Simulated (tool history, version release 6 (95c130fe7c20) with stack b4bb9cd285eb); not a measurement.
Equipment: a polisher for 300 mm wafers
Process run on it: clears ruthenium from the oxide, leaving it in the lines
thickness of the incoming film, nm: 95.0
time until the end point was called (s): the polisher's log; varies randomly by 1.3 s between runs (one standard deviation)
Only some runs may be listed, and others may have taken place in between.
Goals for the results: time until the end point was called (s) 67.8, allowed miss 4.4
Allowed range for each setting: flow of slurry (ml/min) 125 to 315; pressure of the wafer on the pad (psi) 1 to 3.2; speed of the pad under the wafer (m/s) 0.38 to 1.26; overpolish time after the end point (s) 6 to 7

run  hour  flow of slurry (ml/min)  pressure of the wafer on the pad (psi)  speed of the pad under the wafer (m/s)  overpolish time after the end point (s)  time until the end point was called (s)
  1     0                      205                                     2.1                                    0.82                                        7                                   96.719
  2   2.1                      180                                     2.1                                    0.82                                        7                                   97.424
  3   9.6                      180                                     2.1                                    0.74                                        7                                   110.56
  4  10.3                      180                                     2.1                                    0.74                                        7                                   104.81
  5  12.2                      200                                     2.1                                    0.74                                        7                                   102.57
  6  21.1                      200                                     2.1                                    0.64                                        7                                   112.76
  7  28.1                      200                                     2.1                                    0.64                                        7                                   117.52
  8  29.4                      200                                     2.4                                    0.66                                        7                                   101.79

5 candidate next runs follow, results not yet known. Just one meets every target within its allowed miss. Identify it.
  A  30.7                      225                                     2.9                                    1.04                                        6                                        ?
  B  30.7                      205                                     3.2                                    0.86                                        7                                        ?
  C  30.7                      290                                     2.4                                     1.2                                        7                                        ?
  D  30.7                      175                                     2.6                                    0.98                                        6                                        ?
  E  30.7                      225                                       3                                    0.92                                        6                                        ?

move  time until the end point was called (s)
   A                                   56.479
   B                                    61.04
   C                                   58.546
   D                                    67.82
   E                                   60.817
A: takes the result that was furthest off past its target
B: takes the result that was furthest off past its target
C: takes the result that was furthest off past its target
D: every result lands within tolerance
E: takes the result that was furthest off past its target
So the answer is move D, the one that meets all the targets.
